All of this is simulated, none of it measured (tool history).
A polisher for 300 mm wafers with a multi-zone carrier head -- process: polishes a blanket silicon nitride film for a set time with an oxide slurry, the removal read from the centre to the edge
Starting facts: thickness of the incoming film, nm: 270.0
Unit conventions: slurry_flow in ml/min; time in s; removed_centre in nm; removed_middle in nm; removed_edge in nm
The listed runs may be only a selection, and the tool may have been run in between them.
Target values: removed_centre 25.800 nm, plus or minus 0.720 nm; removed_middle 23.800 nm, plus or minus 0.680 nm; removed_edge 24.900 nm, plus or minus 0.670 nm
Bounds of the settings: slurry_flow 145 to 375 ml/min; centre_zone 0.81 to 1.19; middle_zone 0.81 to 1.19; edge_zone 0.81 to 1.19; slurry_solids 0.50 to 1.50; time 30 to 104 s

run  hour  slurry_flow  centre_zone  middle_zone  edge_zone  slurry_solids  time  removed_centre  removed_middle  removed_edge
  1   0.0          240         1.00         1.00       1.00           1.00    67          46.771          47.650        47.136
  2   4.2          240         1.00         1.00       0.95           1.00    67          47.446          46.894        45.390
  3  11.3          195         1.00         1.00       0.95           1.00    67          45.888          45.351        45.443
  4  20.3          195         0.96         1.00       0.95           1.00    67          44.548          44.606        44.893
  5  28.3          195         0.96         1.00       1.01           1.00    67          44.448          45.023        46.430
  6  34.4          195         0.96         1.00       0.93           1.00    67          43.809          45.215        44.623
  7  37.7          200         0.96         0.98       0.92           0.95    64          40.587          41.043        40.687
  8  45.9          200         0.96         0.96       0.91           0.90    63          38.697          38.784        38.862
  9  50.3          200         0.96         0.94       0.90           0.85    62          35.831          35.333        36.019
 10  56.5          205         0.96         0.92       0.89           0.80    61          33.228          32.914        33.219
 11  57.4          205         0.96         0.91       0.88           0.75    61          32.043          29.753        31.551
 12  62.8          205         0.96         0.91       0.88           0.75    61          31.971          30.320        31.378
 13  64.4          210         0.96         0.90       0.87           0.70    61          29.380          27.769        29.111
 14  65.2          210         0.98         0.88       0.81           0.55    60          20.822          18.983        19.582
 15  71.0          210         0.98         0.88       0.81           0.55    60          20.958          19.000        19.233
 16  77.8          280         1.08         0.98       0.91           0.75    60          36.575          33.066        32.354

Which of these 5 next moves meets every target?
  A  84.6          330         1.13         1.02       0.84           0.75    75               ?               ?             ?
  B  84.6          270         1.00         0.93       0.95           0.65    54               ?               ?             ?
  C  84.6          245         1.11         0.89       0.87           0.65    52               ?               ?             ?
  D  84.6          250         1.15         0.91       0.90           0.60    58               ?               ?             ?
  E  84.6          285         1.11         0.88       0.89           1.00    35               ?               ?             ?

move  removed_centre  removed_middle  removed_edge
   A          49.305          43.286        39.376
   B          26.068          23.959        25.053
   C          27.467          21.985        22.983
   D          28.419          22.362        23.293
   E          28.300          22.402        23.790
A: the biggest miss grows against the last run
B: each result inside its tolerance
C: better than the last run, though not everything is in spec
D: better than the last run, though not everything is in spec
E: better than the last run, though not everything is in spec
Go with B: it meets all targets.

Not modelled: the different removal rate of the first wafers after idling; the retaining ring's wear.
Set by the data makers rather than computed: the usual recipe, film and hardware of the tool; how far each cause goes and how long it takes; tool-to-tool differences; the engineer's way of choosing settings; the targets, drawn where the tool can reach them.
